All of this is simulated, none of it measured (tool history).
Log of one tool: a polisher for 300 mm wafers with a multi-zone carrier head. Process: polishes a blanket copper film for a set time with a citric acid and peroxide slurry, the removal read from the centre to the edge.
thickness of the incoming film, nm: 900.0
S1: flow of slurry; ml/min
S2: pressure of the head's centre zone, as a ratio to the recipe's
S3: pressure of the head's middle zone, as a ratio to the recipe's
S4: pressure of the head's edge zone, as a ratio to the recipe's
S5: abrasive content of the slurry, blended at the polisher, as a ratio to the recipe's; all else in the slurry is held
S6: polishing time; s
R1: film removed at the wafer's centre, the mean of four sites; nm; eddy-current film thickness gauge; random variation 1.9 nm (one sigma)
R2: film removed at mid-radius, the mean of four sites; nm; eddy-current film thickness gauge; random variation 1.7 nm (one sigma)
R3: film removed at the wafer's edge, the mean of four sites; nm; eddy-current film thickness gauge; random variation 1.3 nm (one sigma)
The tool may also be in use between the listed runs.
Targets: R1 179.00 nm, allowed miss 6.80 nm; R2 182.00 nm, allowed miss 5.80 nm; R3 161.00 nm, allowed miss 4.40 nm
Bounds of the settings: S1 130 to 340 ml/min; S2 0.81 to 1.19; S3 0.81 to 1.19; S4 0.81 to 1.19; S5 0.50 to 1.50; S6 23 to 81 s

run  hour   S1    S2    S3    S4    S5  S6      R1      R2      R3
  1   0.0  220  1.00  1.00  1.00  1.00  52  128.89  132.56  129.17
  2   2.4  265  1.00  1.00  1.00  1.00  52  130.60  134.69  134.29
  3   3.9  265  1.00  1.00  1.00  1.05  52  131.13  137.09  131.82
  4   8.2  265  1.00  1.00  1.00  1.05  60  152.04  161.25  151.53
  5  14.0  270  1.01  1.01  1.01  1.05  60  158.09  158.76  153.69
  6  19.4  270  1.01  1.01  0.95  1.05  60  156.21  160.39  151.06
  7  21.3  275  1.02  1.02  0.96  1.05  60  155.21  161.92  152.43
  8  29.5  275  1.03  1.03  0.96  1.10  60  160.56  163.98  151.94
  9  30.3  280  1.03  1.04  0.97  1.10  60  160.88  164.91  153.82
 10  39.2  280  1.04  1.05  0.97  1.10  60  164.54  165.51  151.77
 11  41.6  285  1.04  1.05  0.97  1.10  60  163.07  165.38  153.29
 12  49.9  285  1.04  1.06  0.97  1.10  60  159.76  167.17  155.45
 13  56.6  285  1.05  1.07  0.97  1.15  60  162.45  172.77  154.61
 14  59.4  285  1.06  1.07  0.97  1.15  60  162.46  169.83  153.98
 15  62.9  290  1.07  1.07  0.97  1.15  60  167.99  172.42  153.41
 16  64.0  290  1.07  1.07  0.98  1.15  60  168.85  171.36  155.44
 17  69.6  300  1.09  1.09  1.00  1.20  60  174.24  173.60  156.57

5 next moves are on the table. One of them brings every result within its allowed miss. Which?
  A  75.2  305  1.01  1.19  0.96  1.35  61   ?   ?   ?
  B  75.2  325  1.10  1.09  0.96  1.30  61   ?   ?   ?
  C  75.2  275  1.12  1.19  1.00  1.50  59   ?   ?   ?
  D  75.2  305  1.05  1.06  1.03  1.25  63   ?   ?   ?
  E  75.2  320  1.03  1.09  0.97  1.35  64   ?   ?   ?

move      R1      R2      R3
   A  165.14  195.23  160.93
   B  179.84  181.16  160.81
   C  178.53  190.28  160.46
   D  174.80  180.47  169.89
   E  177.51  191.15  170.51
A: takes the result that was furthest off past its target
B: meets every target
C: takes the result that was furthest off past its target
D: brings the result that was furthest off to its target, and leaves another outside
E: takes the result that was furthest off past its target
Answer: B

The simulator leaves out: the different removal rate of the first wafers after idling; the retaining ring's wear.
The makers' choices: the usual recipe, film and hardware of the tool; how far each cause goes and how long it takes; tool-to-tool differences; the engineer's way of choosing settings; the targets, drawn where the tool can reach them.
